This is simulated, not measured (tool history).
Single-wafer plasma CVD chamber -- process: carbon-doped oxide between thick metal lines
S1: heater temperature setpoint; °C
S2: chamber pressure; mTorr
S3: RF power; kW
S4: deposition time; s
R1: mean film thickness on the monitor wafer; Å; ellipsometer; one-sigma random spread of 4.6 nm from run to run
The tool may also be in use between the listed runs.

run	day	S1	S2	S3	S4	R1
1	0.000	370	6480	0.600	170	10186
2	0.054	370	6540	0.630	171	10559
3	0.158	370	6540	0.630	175	10810
4	0.329	369	6620	0.650	175	11084
5	0.504	368	6680	0.660	175	11201
6	0.667	368	6680	0.660	170	10933

What will run 7 give?
7	0.746	367	6790	0.670	170	?

{"run 7": {"R1": 10989}}
